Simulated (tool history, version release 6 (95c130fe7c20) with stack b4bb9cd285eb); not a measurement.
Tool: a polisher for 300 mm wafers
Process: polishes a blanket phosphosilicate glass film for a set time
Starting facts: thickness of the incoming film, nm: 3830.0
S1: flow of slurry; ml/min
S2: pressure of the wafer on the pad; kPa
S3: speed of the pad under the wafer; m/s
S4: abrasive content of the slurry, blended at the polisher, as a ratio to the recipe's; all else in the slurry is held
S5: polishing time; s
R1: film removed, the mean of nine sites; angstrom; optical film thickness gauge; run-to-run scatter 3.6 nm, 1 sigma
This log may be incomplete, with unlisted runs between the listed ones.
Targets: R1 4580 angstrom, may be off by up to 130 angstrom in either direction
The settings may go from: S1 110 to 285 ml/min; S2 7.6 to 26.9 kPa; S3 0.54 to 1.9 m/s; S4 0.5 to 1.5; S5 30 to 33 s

{"run": 1, "hour": 0.0, "S1": 180, "S2": 17.2, "S3": 1.22, "S4": 1, "S5": 33, "R1": 2648.1}
{"run": 2, "hour": 4.9, "S1": 185, "S2": 19.3, "S3": 1.22, "S4": 1, "S5": 33, "R1": 2963.2}
{"run": 3, "hour": 11.3, "S1": 185, "S2": 19.3, "S3": 1.5, "S4": 1, "S5": 33, "R1": 3477.9}
{"run": 4, "hour": 12.6, "S1": 185, "S2": 19.3, "S3": 1.5, "S4": 1.2, "S5": 33, "R1": 3729.7}
{"run": 5, "hour": 14.2, "S1": 190, "S2": 20, "S3": 1.5, "S4": 1.2, "S5": 33, "R1": 3885}
{"run": 6, "hour": 19.5, "S1": 195, "S2": 20.7, "S3": 1.5, "S4": 1.2, "S5": 33, "R1": 4131.8}
{"run": 7, "hour": 23.9, "S1": 205, "S2": 20.7, "S3": 1.5, "S4": 1.2, "S5": 33, "R1": 4037.1}
{"run": 8, "hour": 32.5, "S1": 205, "S2": 21.4, "S3": 1.5, "S4": 1.2, "S5": 33, "R1": 4227.8}
{"run": 9, "hour": 33.4, "S1": 205, "S2": 22.1, "S3": 1.5, "S4": 1.2, "S5": 33, "R1": 4384.2}

Which one of the following 4 next-run settings gets every result inside its allowed miss? There is exactly one.
{"run": "A", "hour": 34.3, "S1": 180, "S2": 22.8, "S3": 1.58, "S4": 1.05, "S5": 32, "R1": "?"}
{"run": "B", "hour": 34.3, "S1": 205, "S2": 23.4, "S3": 1.64, "S4": 1.25, "S5": 30, "R1": "?"}
{"run": "C", "hour": 34.3, "S1": 225, "S2": 22.8, "S3": 1.7, "S4": 1.2, "S5": 32, "R1": "?"}
{"run": "D", "hour": 34.3, "S1": 175, "S2": 22.8, "S3": 1.5, "S4": 1.4, "S5": 31, "R1": "?"}

move=A R1=4232.8
move=B R1=4600.3
move=C R1=4888.2
move=D R1=4376.1
A: the biggest miss grows against the last run
B: meets every target
C: carries the result that was furthest off beyond its target, to the other side
D: neither nearer nor further off than the last run
Answer: B
